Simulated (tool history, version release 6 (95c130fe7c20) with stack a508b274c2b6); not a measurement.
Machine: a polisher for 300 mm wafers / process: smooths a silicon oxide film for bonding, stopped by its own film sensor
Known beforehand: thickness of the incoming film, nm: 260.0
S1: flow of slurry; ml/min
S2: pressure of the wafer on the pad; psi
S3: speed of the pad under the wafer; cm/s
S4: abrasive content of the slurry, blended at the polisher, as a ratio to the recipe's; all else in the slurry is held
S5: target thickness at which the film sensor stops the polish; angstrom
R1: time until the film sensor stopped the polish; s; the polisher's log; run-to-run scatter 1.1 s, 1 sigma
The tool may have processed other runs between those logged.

run 1 hour=0.0 | S1=190 S2=1.7 S3=86 S4=1.0 S5=2060 | R1=104.080
run 2 hour=1.9 | S1=190 S2=1.7 S3=86 S4=1.2 S5=2060 | R1=97.679
run 3 hour=5.4 | S1=220 S2=1.7 S3=86 S4=1.2 S5=2060 | R1=97.340
run 4 hour=6.1 | S1=220 S2=1.8 S3=86 S4=1.2 S5=2060 | R1=91.808
run 5 hour=13.9 | S1=220 S2=1.4 S3=86 S4=1.2 S5=2060 | R1=115.490
run 6 hour=19.7 | S1=220 S2=1.4 S3=86 S4=1.0 S5=2060 | R1=120.830
run 7 hour=20.6 | S1=220 S2=1.5 S3=86 S4=1.0 S5=2060 | R1=114.260
run 8 hour=21.4 | S1=220 S2=2.0 S3=92 S4=1.0 S5=2060 | R1=84.479
run 9 hour=22.0 | S1=220 S2=2.1 S3=94 S4=1.0 S5=2060 | R1=80.135

Expected results for the next run?
run 10 hour=29.9 | S1=220 S2=2.1 S3=94 S4=1.0 S5=2060 | R1=?

{"run 10": {"R1": 79.107}}

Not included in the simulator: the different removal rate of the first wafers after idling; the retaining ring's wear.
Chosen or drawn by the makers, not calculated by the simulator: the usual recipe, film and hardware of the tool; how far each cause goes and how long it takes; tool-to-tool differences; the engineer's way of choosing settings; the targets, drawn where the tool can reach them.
